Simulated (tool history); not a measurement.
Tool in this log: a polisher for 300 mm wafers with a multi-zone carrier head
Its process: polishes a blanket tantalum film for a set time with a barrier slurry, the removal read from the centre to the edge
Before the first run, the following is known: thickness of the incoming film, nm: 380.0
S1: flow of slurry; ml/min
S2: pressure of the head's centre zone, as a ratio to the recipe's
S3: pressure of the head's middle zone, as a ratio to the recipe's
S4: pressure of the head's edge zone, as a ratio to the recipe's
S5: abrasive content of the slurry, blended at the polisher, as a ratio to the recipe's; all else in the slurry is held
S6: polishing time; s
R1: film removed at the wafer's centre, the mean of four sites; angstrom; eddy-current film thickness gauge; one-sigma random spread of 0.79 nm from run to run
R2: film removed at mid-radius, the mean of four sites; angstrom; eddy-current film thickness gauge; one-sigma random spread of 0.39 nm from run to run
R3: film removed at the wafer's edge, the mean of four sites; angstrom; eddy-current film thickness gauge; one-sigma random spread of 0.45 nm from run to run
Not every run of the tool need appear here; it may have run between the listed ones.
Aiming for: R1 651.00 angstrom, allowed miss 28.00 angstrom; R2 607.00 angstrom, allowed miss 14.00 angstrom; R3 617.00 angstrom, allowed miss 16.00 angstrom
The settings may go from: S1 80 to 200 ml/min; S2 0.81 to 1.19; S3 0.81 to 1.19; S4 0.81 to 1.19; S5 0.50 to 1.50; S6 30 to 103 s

run 1 day=0.000 | S1=130 S2=1.00 S3=1.00 S4=1.00 S5=1.00 S6=66 | R1=1041.00 R2=1086.20 R3=1062.20
run 2 day=0.288 | S1=125 S2=1.00 S3=0.97 S4=0.96 S5=0.90 S6=61 | R1=916.78 R2=936.43 R3=944.84
run 3 day=0.400 | S1=125 S2=1.00 S3=0.97 S4=1.01 S5=0.90 S6=61 | R1=932.06 R2=933.22 R3=944.11
run 4 day=0.538 | S1=125 S2=1.00 S3=0.97 S4=1.01 S5=0.90 S6=53 | R1=795.03 R2=821.38 R3=829.19
run 5 day=0.900 | S1=125 S2=1.00 S3=1.05 S4=1.01 S5=0.90 S6=53 | R1=793.45 R2=874.20 R3=813.74
run 6 day=1.200 | S1=120 S2=1.02 S3=1.03 S4=1.00 S5=0.80 S6=51 | R1=738.68 R2=782.75 R3=749.78
run 7 day=1.392 | S1=115 S2=1.04 S3=1.02 S4=0.99 S5=0.75 S6=51 | R1=726.00 R2=741.21 R3=718.73
run 8 day=1.533 | S1=110 S2=1.05 S3=1.01 S4=0.98 S5=0.70 S6=51 | R1=716.23 R2=713.20 R3=703.86
run 9 day=1.704 | S1=105 S2=1.06 S3=1.01 S4=0.97 S5=0.65 S6=51 | R1=674.18 R2=675.96 R3=659.13
run 10 day=1.779 | S1=80 S2=1.12 S3=0.96 S4=0.96 S5=0.65 S6=51 | R1=653.37 R2=591.60 R3=615.73

Of the 4 settings listed for the next run, only one would bring every result within its allowed miss of target. Which one?
run A day=1.854 | S1=80 S2=1.13 S3=0.99 S4=0.93 S5=0.55 S6=56 | R1=? R2=? R3=?
run B day=1.854 | S1=80 S2=1.15 S3=0.89 S4=0.94 S5=0.55 S6=56 | R1=? R2=? R3=?
run C day=1.854 | S1=95 S2=1.04 S3=0.99 S4=0.97 S5=0.60 S6=49 | R1=? R2=? R3=?
run D day=1.854 | S1=85 S2=1.14 S3=0.93 S4=0.97 S5=0.60 S6=52 | R1=? R2=? R3=?

move=A R1=647.10 R2=600.69 R3=614.92
move=B R1=658.16 R2=549.48 R3=618.55
move=C R1=590.11 R2=588.98 R3=599.65
move=D R1=654.20 R2=568.80 R3=619.82
A: hits every target within its allowed miss
B: further off than the last run
C: further off than the last run
D: further off than the last run
Answer: A
